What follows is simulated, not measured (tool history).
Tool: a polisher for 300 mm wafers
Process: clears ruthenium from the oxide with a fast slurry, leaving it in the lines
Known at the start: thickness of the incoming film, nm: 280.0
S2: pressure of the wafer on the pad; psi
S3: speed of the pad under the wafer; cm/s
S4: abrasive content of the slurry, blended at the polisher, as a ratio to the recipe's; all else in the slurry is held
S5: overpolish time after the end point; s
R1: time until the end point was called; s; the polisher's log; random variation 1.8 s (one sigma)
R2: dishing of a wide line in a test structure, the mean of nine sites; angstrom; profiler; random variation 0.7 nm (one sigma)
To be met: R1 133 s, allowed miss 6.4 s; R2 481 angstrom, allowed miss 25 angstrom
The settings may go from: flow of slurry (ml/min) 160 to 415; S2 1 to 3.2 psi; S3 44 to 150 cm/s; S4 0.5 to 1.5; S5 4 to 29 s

run 1 day=0 | flow_of_slurry_(ml/min)=265 S2=2.1 S3=96 S4=1 S5=15 | R1=80.897 R2=437.14
run 2 day=0.029 | flow_of_slurry_(ml/min)=265 S2=2.5 S3=96 S4=1 S5=15 | R1=69.623 R2=521.84
run 3 day=0.321 | flow_of_slurry_(ml/min)=265 S2=2.3 S3=94 S4=1 S5=16 | R1=76.123 R2=496.4
run 4 day=0.654 | flow_of_slurry_(ml/min)=330 S2=2.3 S3=94 S4=1 S5=16 | R1=74.443 R2=499.15
run 5 day=0.962 | flow_of_slurry_(ml/min)=330 S2=2.8 S3=94 S4=1 S5=16 | R1=59.637 R2=609.26
run 6 day=1.229 | flow_of_slurry_(ml/min)=330 S2=2.5 S3=94 S4=1 S5=16 | R1=67.221 R2=541.71
run 7 day=1.358 | flow_of_slurry_(ml/min)=325 S2=2.3 S3=94 S4=1 S5=17 | R1=74.031 R2=544.78
run 8 day=1.671 | flow_of_slurry_(ml/min)=325 S2=2.1 S3=94 S4=1 S5=18 | R1=81.848 R2=523.99
run 9 day=1.783 | flow_of_slurry_(ml/min)=325 S2=2 S3=94 S4=1 S5=19 | R1=84.017 R2=543.15
run 10 day=2.029 | flow_of_slurry_(ml/min)=325 S2=1.9 S3=94 S4=1 S5=20 | R1=88.628 R2=528.09
run 11 day=2.292 | flow_of_slurry_(ml/min)=325 S2=1.8 S3=94 S4=1 S5=21 | R1=92.894 R2=526.17
run 12 day=2.383 | flow_of_slurry_(ml/min)=325 S2=1.7 S3=94 S4=1 S5=22 | R1=97.416 R2=520.64
run 13 day=2.525 | flow_of_slurry_(ml/min)=325 S2=1.6 S3=94 S4=1 S5=23 | R1=105.65 R2=524.94
run 14 day=2.65 | flow_of_slurry_(ml/min)=320 S2=1.6 S3=94 S4=1 S5=23 | R1=106.87 R2=517.47
run 15 day=2.788 | flow_of_slurry_(ml/min)=320 S2=1.6 S3=94 S4=1 S5=23 | R1=107.27 R2=515.65
run 16 day=3.067 | flow_of_slurry_(ml/min)=320 S2=1.6 S3=94 S4=1 S5=23 | R1=106.58 R2=512.7
run 17 day=3.15 | flow_of_slurry_(ml/min)=310 S2=1.6 S3=94 S4=1 S5=23 | R1=105.75 R2=506.45
run 18 day=3.254 | flow_of_slurry_(ml/min)=300 S2=1.6 S3=94 S4=1 S5=24 | R1=105.92 R2=536.42
run 19 day=3.575 | flow_of_slurry_(ml/min)=295 S2=1.5 S3=94 S4=1 S5=24 | R1=109.36 R2=492.63

Which of these 5 next moves meets every target?
run A day=3.896 | flow_of_slurry_(ml/min)=310 S2=1.5 S3=74 S4=1.1 S5=23 | R1=? R2=?
run B day=3.896 | flow_of_slurry_(ml/min)=335 S2=1.4 S3=104 S4=0.8 S5=21 | R1=? R2=?
run C day=3.896 | flow_of_slurry_(ml/min)=290 S2=1.4 S3=112 S4=1 S5=21 | R1=? R2=?
run D day=3.896 | flow_of_slurry_(ml/min)=380 S2=1.3 S3=86 S4=1.1 S5=27 | R1=? R2=?
run E day=3.896 | flow_of_slurry_(ml/min)=350 S2=1.3 S3=86 S4=0.9 S5=25 | R1=? R2=?

move=A R1=134.38 R2=406.65
move=B R1=119.43 R2=416.86
move=C R1=100.86 R2=486.41
move=D R1=130.9 R2=482.29
move=E R1=144.56 R2=410.54
A: brings the result that was furthest off to its target, and leaves another outside
B: nearer than the last run, and not there yet
C: further off than the last run
D: meets every target
E: takes the result that was furthest off past its target
Move D is the one to make.

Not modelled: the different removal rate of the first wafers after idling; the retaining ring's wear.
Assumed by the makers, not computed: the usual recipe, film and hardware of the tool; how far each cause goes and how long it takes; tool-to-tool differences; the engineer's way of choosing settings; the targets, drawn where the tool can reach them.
